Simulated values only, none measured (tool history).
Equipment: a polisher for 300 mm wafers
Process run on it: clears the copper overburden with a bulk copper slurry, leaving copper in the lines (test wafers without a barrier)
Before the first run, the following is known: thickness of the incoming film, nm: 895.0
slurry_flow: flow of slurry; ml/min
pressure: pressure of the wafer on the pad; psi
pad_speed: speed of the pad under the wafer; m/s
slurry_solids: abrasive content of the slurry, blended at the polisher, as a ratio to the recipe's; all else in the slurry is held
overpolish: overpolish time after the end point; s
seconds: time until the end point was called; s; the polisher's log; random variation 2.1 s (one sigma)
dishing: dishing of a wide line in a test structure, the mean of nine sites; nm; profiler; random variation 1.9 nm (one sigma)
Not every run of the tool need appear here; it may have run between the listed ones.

run	hour	slurry_flow	pressure	pad_speed	slurry_solids	overpolish	seconds	dishing
1	0.0	215	2.3	1.12	1.0	25	93.675	94.774
2	3.3	215	2.0	1.10	1.0	29	107.380	92.521
3	11.7	215	1.7	1.10	1.0	29	119.040	88.546
4	14.9	215	1.7	1.10	0.8	29	126.470	89.979
5	19.2	215	1.7	1.10	0.8	19	126.490	67.884
6	25.9	215	1.5	1.10	0.8	19	135.740	63.648
7	33.0	210	1.3	1.02	0.8	31	158.550	74.745
8	34.9	210	1.3	1.02	0.8	33	167.190	78.014

Run 9 comes next. What will it give?
9	39.1	210	1.4	1.02	0.8	34	?	?

Run 9 yielded seconds 154.910 s, dishing 84.165 nm.
